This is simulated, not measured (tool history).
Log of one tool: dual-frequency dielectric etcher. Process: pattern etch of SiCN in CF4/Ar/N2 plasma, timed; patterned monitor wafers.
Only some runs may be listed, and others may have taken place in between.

run  hour  source power (W)  bias power (W)  Ar flow (sccm)  CF4 flow (sccm)  etch time (s)  mean etch depth across the wafer (nm)
  1   0.0               380              72              81               45           52.0                                 34.454
  2   4.7               420              72              81               45           52.0                                 36.893
  3   6.9               380              72              81               45           52.0                                 34.419
  4  12.3               430              72              81               45           52.0                                 37.729
  5  19.0               430              72              87               45           52.0                                 36.984
  6  22.0               430              59              87               45           52.0                                 34.804

Forecast run 7:
  7  27.9               470              61              87               45           52.0                                      ?

Run 7 gave mean etch depth across the wafer (nm) 37.244.

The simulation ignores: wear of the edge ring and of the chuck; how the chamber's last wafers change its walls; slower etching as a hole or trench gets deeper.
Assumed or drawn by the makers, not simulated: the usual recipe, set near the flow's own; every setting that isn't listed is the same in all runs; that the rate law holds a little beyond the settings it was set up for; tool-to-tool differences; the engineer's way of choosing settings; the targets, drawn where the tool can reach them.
